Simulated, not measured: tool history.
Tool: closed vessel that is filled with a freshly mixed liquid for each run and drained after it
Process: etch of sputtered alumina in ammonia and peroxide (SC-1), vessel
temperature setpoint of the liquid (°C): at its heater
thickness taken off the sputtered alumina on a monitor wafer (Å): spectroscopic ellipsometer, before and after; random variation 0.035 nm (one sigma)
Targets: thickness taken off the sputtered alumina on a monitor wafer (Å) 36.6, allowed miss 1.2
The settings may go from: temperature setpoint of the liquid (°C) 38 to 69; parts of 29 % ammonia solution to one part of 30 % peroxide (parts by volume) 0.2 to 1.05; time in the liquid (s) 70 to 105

run,day,temperature setpoint of the liquid (°C),parts of 29 % ammonia solution to one part of 30 % peroxide (parts by volume),time in the liquid (s),thickness taken off the sputtered alumina on a monitor wafer (Å)
1,0,53,0.55,105,58.187
2,0.375,53,0.55,105,57.798
3,0.475,53,0.55,70,38.697
4,0.783,55.5,0.55,70,44.435
5,0.846,60,0.55,70,55.612
6,1.008,58,0.55,70,51.12
7,1.179,50,0.55,70,32.514
8,1.429,50.5,0.55,70,33.376
9,1.808,51,0.55,70,34.583

4 next moves are on the table. One of them brings every result within its allowed miss. Which?
A,2.188,49,0.8,80,?
B,2.188,47.5,0.5,100,?
C,2.188,54,0.3,70,?
D,2.188,48,0.5,95,?

move,thickness taken off the sputtered alumina on a monitor wafer (Å)
A,37.736
B,41.499
C,39.495
D,40.54
A: meets every target
B: takes the result that was furthest off past its target
C: takes the result that was furthest off past its target
D: takes the result that was furthest off past its target
Answer: A

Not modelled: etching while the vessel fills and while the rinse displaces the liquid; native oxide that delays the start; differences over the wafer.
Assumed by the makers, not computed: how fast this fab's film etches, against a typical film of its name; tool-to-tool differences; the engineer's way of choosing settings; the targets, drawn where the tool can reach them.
